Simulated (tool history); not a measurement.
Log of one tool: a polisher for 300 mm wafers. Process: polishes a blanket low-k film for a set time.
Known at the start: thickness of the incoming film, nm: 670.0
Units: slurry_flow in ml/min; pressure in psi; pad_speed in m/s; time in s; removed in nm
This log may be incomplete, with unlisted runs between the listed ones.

| run | hour | slurry_flow | pressure | pad_speed | slurry_solids | time | removed |
|---|---|---|---|---|---|---|---|
| 1 | 0.0 | 305 | 1.5 | 1.12 | 1.0 | 36 | 14.128 |
| 2 | 8.8 | 305 | 1.5 | 1.12 | 1.1 | 36 | 14.263 |
| 3 | 16.3 | 305 | 1.4 | 1.12 | 1.1 | 36 | 13.722 |
| 4 | 18.8 | 305 | 1.4 | 1.12 | 1.2 | 36 | 14.539 |
| 5 | 22.9 | 305 | 1.4 | 1.12 | 1.2 | 36 | 14.162 |
| 6 | 31.1 | 305 | 1.3 | 1.12 | 1.2 | 36 | 13.225 |

The next listed run, before its measurement:
| 7 | 32.1 | 305 | 1.3 | 1.12 | 1.2 | 36 | ? |

{"run 7": {"removed": 13.685}}

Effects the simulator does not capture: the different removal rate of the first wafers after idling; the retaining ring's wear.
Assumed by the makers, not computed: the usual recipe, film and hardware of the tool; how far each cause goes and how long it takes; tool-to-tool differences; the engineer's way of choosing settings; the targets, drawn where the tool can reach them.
